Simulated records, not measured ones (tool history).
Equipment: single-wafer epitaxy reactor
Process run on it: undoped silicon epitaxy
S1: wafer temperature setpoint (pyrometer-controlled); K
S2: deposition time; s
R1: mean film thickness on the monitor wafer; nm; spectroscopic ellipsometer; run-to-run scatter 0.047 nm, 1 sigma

run    day      S1   S2      R1
  1  0.000  913.15  316  42.314
  2  0.042  908.15  316  37.854
  3  0.133  915.15  316  44.079
  4  0.442  915.15  361  50.374
  5  0.796  912.15  346  45.326
  6  1.104  912.15  384  50.178
  7  1.425  900.15  334  33.595
  8  1.458  900.15  334  33.550

Estimate the outcome of run 9 from the log above:
  9  1.683  889.15  284   ?

Run 9 produced R1 22.228 nm.
